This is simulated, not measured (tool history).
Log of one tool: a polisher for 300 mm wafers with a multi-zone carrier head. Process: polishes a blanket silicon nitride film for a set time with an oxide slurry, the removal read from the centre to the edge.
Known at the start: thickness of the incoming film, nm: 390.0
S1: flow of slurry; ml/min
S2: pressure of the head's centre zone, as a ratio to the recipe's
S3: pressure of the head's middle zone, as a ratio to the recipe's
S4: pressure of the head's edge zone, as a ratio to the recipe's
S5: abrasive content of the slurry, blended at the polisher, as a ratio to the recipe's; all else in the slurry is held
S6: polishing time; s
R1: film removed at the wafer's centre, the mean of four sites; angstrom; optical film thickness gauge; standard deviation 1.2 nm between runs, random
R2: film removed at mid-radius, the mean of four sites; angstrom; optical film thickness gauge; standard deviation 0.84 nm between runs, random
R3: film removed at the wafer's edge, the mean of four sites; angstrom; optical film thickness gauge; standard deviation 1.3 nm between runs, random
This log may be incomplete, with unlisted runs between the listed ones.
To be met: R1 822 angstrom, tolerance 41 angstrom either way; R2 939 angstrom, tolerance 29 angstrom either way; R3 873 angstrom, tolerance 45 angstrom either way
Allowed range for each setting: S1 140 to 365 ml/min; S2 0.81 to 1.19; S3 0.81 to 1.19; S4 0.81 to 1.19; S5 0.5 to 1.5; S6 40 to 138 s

Run 1, hour 0: S1 235 ml/min, S2 1, S3 1, S4 1, S5 1, S6 88 s. Result: R1 710.44 angstrom, R2 690.27 angstrom, R3 696.96 angstrom.
Run 2, hour 6.7: S1 235 ml/min, S2 0.94, S3 1, S4 1, S5 1, S6 88 s. Result: R1 660.44 angstrom, R2 683.82 angstrom, R3 686.64 angstrom.
Run 3, hour 14.5: S1 235 ml/min, S2 0.94, S3 1, S4 0.95, S5 1, S6 88 s. Result: R1 649 angstrom, R2 693.57 angstrom, R3 681.75 angstrom.
Run 4, hour 22.1: S1 180 ml/min, S2 0.94, S3 1, S4 0.95, S5 1, S6 88 s. Result: R1 640.97 angstrom, R2 656.38 angstrom, R3 655.86 angstrom.
Run 5, hour 27.3: S1 210 ml/min, S2 0.95, S3 1.04, S4 1, S5 1.1, S6 88 s. Result: R1 697.28 angstrom, R2 729.78 angstrom, R3 714.83 angstrom.
Run 6, hour 33.3: S1 235 ml/min, S2 0.95, S3 1.08, S4 1.04, S5 1.2, S6 88 s. Result: R1 720.57 angstrom, R2 814.95 angstrom, R3 771.59 angstrom.
Run 7, hour 36.6: S1 250 ml/min, S2 0.97, S3 1.1, S4 1.07, S5 1.25, S6 88 s. Result: R1 756.11 angstrom, R2 842.87 angstrom, R3 796.01 angstrom.
Run 8, hour 43.1: S1 255 ml/min, S2 0.98, S3 1.12, S4 1.09, S5 1.3, S6 88 s. Result: R1 795.23 angstrom, R2 880.77 angstrom, R3 817.32 angstrom.

Next run, 5 choices. One meets every target within its allowed miss, the rest don't. Which?
Run A, hour 49.6: S1 275 ml/min, S2 0.82, S3 1.04, S4 1.07, S5 1.3, S6 98 s. Result: R1 ?, R2 ?, R3 ?.
Run B, hour 49.6: S1 300 ml/min, S2 1.01, S3 1.17, S4 1, S5 1.25, S6 85 s. Result: R1 ?, R2 ?, R3 ?.
Run C, hour 49.6: S1 230 ml/min, S2 0.94, S3 1.11, S4 1.05, S5 1.5, S6 92 s. Result: R1 ?, R2 ?, R3 ?.
Run D, hour 49.6: S1 230 ml/min, S2 0.85, S3 0.91, S4 1.19, S5 0.95, S6 116 s. Result: R1 ?, R2 ?, R3 ?.
Run E, hour 49.6: S1 240 ml/min, S2 0.9, S3 0.96, S4 1.19, S5 1.15, S6 100 s. Result: R1 ?, R2 ?, R3 ?.

move      R1      R2      R3
   A  743.32  910.86  902.57
   B  790.26  865.78   753.4
   C  830.25  938.13     877
   D  762.34  807.51  941.32
   E  773.98   808.3  899.54
A: gets the furthest-off result to its target, but another result is out of tolerance
B: moves away from the targets compared with the last run
C: meets every target
D: moves away from the targets compared with the last run
E: moves away from the targets compared with the last run
C meets every target.
